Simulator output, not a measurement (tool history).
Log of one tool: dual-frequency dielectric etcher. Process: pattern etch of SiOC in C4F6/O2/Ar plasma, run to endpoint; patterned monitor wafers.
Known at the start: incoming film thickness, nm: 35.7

run	hour	bias power (kW)	source power (kW)	endpoint time (s)
1	0	0.414	0.37	13.598
2	6.1	0.432	0.37	13.427
3	11.1	0.447	0.37	13.335
4	12.4	0.4	0.37	13.855
5	21	0.349	0.37	14.014
6	22.3	0.349	0.34	14.522

Forecast run 7:
7	23.9	0.386	0.36	?

{"run 7": {"endpoint time (s)": 13.944}}
